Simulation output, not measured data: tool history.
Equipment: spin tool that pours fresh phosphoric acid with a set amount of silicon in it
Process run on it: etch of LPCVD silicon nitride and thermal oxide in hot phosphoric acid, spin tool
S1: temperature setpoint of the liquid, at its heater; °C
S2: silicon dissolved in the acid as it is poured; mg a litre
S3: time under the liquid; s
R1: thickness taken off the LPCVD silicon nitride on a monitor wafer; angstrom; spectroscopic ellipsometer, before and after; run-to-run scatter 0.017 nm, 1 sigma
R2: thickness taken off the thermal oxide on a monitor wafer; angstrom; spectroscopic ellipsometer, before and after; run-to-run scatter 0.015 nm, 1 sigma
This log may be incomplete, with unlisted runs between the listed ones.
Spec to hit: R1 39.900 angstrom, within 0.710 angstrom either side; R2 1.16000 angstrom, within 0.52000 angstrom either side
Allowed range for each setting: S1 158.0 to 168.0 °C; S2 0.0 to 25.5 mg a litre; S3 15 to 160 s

| run | hour | S1 | S2 | S3 | R1 | R2 |
|---|---|---|---|---|---|---|
| 1 | 0.0 | 163.0 | 11.0 | 80 | 85.610 | 1.87280 |
| 2 | 1.2 | 163.0 | 11.0 | 60 | 63.892 | 1.80490 |
| 3 | 6.3 | 161.5 | 11.0 | 55 | 55.805 | 1.76380 |
| 4 | 10.9 | 163.0 | 11.0 | 55 | 58.567 | 1.58820 |
| 5 | 18.7 | 163.0 | 7.5 | 55 | 58.948 | 1.33400 |
| 6 | 23.3 | 163.0 | 3.0 | 55 | 58.419 | 1.87530 |
| 7 | 27.2 | 162.0 | 6.5 | 50 | 51.514 | 1.34230 |
| 8 | 30.0 | 159.5 | 0.0 | 35 | 33.093 | 0.90624 |
| 9 | 36.5 | 160.5 | 0.0 | 35 | 34.500 | 0.86399 |
| 10 | 39.4 | 161.0 | 0.0 | 35 | 34.898 | 1.00320 |
| 11 | 44.2 | 161.5 | 0.5 | 35 | 35.524 | 1.24620 |
| 12 | 51.3 | 161.5 | 7.0 | 45 | 45.600 | 1.21040 |
| 13 | 57.6 | 161.0 | 6.5 | 45 | 44.762 | 1.07530 |
| 14 | 60.6 | 160.5 | 4.5 | 45 | 44.165 | 1.40250 |
| 15 | 68.1 | 160.5 | 3.0 | 45 | 44.236 | 1.42050 |
| 16 | 76.5 | 160.5 | 2.5 | 45 | 44.284 | 1.33140 |

Exactly one of the 4 candidate moves below puts every result within its allowed miss. Which one?
| A | 84.9 | 160.0 | 0.0 | 40 | ? | ? |
| B | 84.9 | 159.0 | 2.0 | 45 | ? | ? |
| C | 84.9 | 161.0 | 5.0 | 40 | ? | ? |
| D | 84.9 | 162.5 | 8.5 | 40 | ? | ? |

| move | R1 | R2 |
|---|---|---|
| A | 38.430 | 1.34280 |
| B | 41.803 | 1.35150 |
| C | 39.740 | 1.31440 |
| D | 41.776 | 1.36490 |
A: pushes the last run's worst result past its target
B: closer than the last run, but not yet in spec
C: all results land within tolerance of their targets
D: closer than the last run, but not yet in spec
Move C is the one to make.
